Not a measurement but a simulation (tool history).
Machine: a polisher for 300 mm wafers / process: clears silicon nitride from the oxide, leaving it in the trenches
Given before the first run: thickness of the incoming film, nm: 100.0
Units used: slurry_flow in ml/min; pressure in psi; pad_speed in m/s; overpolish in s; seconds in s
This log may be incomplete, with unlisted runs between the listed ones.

run 1 day=0 | slurry_flow=195 pressure=3 pad_speed=0.98 overpolish=14 | seconds=98.247
run 2 day=0.292 | slurry_flow=195 pressure=3 pad_speed=0.98 overpolish=15 | seconds=100.98
run 3 day=0.475 | slurry_flow=170 pressure=3 pad_speed=0.98 overpolish=15 | seconds=101.53
run 4 day=0.771 | slurry_flow=170 pressure=3 pad_speed=0.98 overpolish=15 | seconds=101.96
run 5 day=0.871 | slurry_flow=170 pressure=3 pad_speed=0.98 overpolish=15 | seconds=99.957
run 6 day=1.15 | slurry_flow=170 pressure=3 pad_speed=0.98 overpolish=15 | seconds=99.924

Run 7 has not been measured yet. What should we expect?
run 7 day=1.367 | slurry_flow=170 pressure=2.8 pad_speed=0.98 overpolish=15 | seconds=?

{"run 7": {"seconds": 108.19}}
